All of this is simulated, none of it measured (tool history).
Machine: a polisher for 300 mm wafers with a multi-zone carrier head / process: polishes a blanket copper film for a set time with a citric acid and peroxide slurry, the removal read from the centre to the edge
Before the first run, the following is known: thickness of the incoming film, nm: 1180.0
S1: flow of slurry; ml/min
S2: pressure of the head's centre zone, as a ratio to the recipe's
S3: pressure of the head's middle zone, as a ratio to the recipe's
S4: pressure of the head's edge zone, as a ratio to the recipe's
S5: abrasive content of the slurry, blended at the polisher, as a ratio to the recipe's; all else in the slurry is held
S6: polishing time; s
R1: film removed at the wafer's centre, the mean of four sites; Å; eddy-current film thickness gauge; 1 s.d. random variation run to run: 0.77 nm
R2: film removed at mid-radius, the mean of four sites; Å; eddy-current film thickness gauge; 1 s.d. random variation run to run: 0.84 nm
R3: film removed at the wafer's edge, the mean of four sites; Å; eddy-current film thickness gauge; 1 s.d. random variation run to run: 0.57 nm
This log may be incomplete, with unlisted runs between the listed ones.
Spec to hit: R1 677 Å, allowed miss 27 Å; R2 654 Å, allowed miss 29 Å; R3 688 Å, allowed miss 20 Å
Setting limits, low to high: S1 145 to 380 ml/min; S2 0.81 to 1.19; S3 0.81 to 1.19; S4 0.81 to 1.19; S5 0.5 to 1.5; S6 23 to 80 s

run,day,S1,S2,S3,S4,S5,S6,R1,R2,R3
1,0,245,1,1,1,1,51,1330,1347,1345.6
2,0.296,245,1,1,1,1.1,51,1373.6,1376.3,1363.7
3,0.517,245,1,0.96,1,1.1,51,1343.7,1336.3,1354.2
4,0.775,240,1,0.92,0.95,0.9,42,1068.4,1010.4,1058.2
5,0.933,235,0.98,0.91,0.91,0.75,37,881.7,865.32,853.96
6,0.992,235,0.92,0.91,0.91,0.75,37,855.02,851.97,873.29
7,1.021,225,0.9,0.88,0.88,0.65,35,756.32,782.54,794.37
8,1.25,205,0.95,0.81,0.86,0.5,30,629.13,573.96,625.78
9,1.5,230,0.94,0.82,0.87,0.5,30,653.7,602.53,650.82
10,1.533,245,0.93,0.83,0.87,0.5,30,637.13,619.14,641.56
11,1.75,245,0.94,0.84,0.89,0.5,30,650.53,611.07,646.67
12,1.879,245,0.94,0.85,0.91,0.5,30,637.54,614.8,646.27

4 next moves are on the table. One of them brings every result within its allowed miss. Which?
A,2.008,250,1.18,0.82,0.88,0.85,26,?,?,?
B,2.008,255,0.92,0.85,0.89,0.5,32,?,?,?
C,2.008,290,1.02,0.84,0.92,0.5,29,?,?,?
D,2.008,235,0.9,1.06,0.81,0.5,29,?,?,?

move,R1,R2,R3
A,751.77,587.77,630.5
B,685.05,669.9,702.71
C,684.15,610.73,653.93
D,603.98,706.51,604.44
A: lands further from the targets than the last run did
B: every result within its allowed miss
C: gains on the last run, yet a result remains outside its allowed miss
D: lands further from the targets than the last run did
Move B is the one to make.

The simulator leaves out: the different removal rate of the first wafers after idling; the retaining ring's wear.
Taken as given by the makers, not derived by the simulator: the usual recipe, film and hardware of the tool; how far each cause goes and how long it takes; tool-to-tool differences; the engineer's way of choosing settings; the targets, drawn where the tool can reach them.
